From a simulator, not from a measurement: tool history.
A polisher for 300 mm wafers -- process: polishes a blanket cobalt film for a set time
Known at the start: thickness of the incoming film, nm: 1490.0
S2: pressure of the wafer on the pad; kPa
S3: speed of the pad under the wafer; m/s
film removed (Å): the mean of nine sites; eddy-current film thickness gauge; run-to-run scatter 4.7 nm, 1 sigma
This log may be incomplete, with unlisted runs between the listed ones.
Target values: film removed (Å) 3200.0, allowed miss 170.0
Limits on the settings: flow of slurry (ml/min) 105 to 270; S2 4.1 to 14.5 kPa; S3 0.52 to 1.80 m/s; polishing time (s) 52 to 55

{"run": 1, "hour": 0.0, "flow of slurry (ml/min)": 175, "S2": 9.0, "S3": 1.16, "polishing time (s)": 52, "film removed (Å)": 1672.2}
{"run": 2, "hour": 8.9, "flow of slurry (ml/min)": 175, "S2": 9.7, "S3": 1.18, "polishing time (s)": 52, "film removed (Å)": 1802.9}
{"run": 3, "hour": 17.4, "flow of slurry (ml/min)": 175, "S2": 10.3, "S3": 1.2, "polishing time (s)": 52, "film removed (Å)": 1965.1}
{"run": 4, "hour": 23.8, "flow of slurry (ml/min)": 160, "S2": 10.3, "S3": 1.2, "polishing time (s)": 52, "film removed (Å)": 1878.3}
{"run": 5, "hour": 27.9, "flow of slurry (ml/min)": 160, "S2": 10.3, "S3": 1.2, "polishing time (s)": 52, "film removed (Å)": 1888.1}
{"run": 6, "hour": 29.7, "flow of slurry (ml/min)": 170, "S2": 11.0, "S3": 1.2, "polishing time (s)": 52, "film removed (Å)": 2101.8}
{"run": 7, "hour": 38.2, "flow of slurry (ml/min)": 180, "S2": 11.7, "S3": 1.2, "polishing time (s)": 52, "film removed (Å)": 2136.7}
{"run": 8, "hour": 41.4, "flow of slurry (ml/min)": 180, "S2": 12.4, "S3": 1.24, "polishing time (s)": 52, "film removed (Å)": 2360.2}
{"run": 9, "hour": 48.0, "flow of slurry (ml/min)": 180, "S2": 13.1, "S3": 1.26, "polishing time (s)": 52, "film removed (Å)": 2490.8}
{"run": 10, "hour": 51.3, "flow of slurry (ml/min)": 180, "S2": 13.1, "S3": 1.3, "polishing time (s)": 52, "film removed (Å)": 2549.5}
{"run": 11, "hour": 58.6, "flow of slurry (ml/min)": 180, "S2": 13.1, "S3": 1.34, "polishing time (s)": 52, "film removed (Å)": 2609.9}
{"run": 12, "hour": 62.0, "flow of slurry (ml/min)": 180, "S2": 13.1, "S3": 1.36, "polishing time (s)": 52, "film removed (Å)": 2654.3}
{"run": 13, "hour": 69.3, "flow of slurry (ml/min)": 180, "S2": 13.1, "S3": 1.38, "polishing time (s)": 52, "film removed (Å)": 2703.2}
{"run": 14, "hour": 72.4, "flow of slurry (ml/min)": 180, "S2": 14.5, "S3": 1.4, "polishing time (s)": 52, "film removed (Å)": 2925.4}
{"run": 15, "hour": 75.6, "flow of slurry (ml/min)": 185, "S2": 14.5, "S3": 1.42, "polishing time (s)": 52, "film removed (Å)": 3058.9}

Exercise: of the 4 proposed moves below, exactly one satisfies all targets within the stated allowed misses. Which move is it?
{"run": "A", "hour": 78.8, "flow of slurry (ml/min)": 190, "S2": 13.8, "S3": 1.3, "polishing time (s)": 55, "film removed (Å)": "?"}
{"run": "B", "hour": 78.8, "flow of slurry (ml/min)": 215, "S2": 14.5, "S3": 1.24, "polishing time (s)": 53, "film removed (Å)": "?"}
{"run": "C", "hour": 78.8, "flow of slurry (ml/min)": 190, "S2": 14.5, "S3": 1.54, "polishing time (s)": 52, "film removed (Å)": "?"}
{"run": "D", "hour": 78.8, "flow of slurry (ml/min)": 185, "S2": 14.5, "S3": 1.32, "polishing time (s)": 52, "film removed (Å)": "?"}

move=A film_removed_(Å)=2837.8
move=B film_removed_(Å)=2774.4
move=C film_removed_(Å)=3266.7
move=D film_removed_(Å)=2826.5
A: its largest miss is bigger than the last run's
B: its largest miss is bigger than the last run's
C: in spec on every target
D: its largest miss is bigger than the last run's
Answer: C
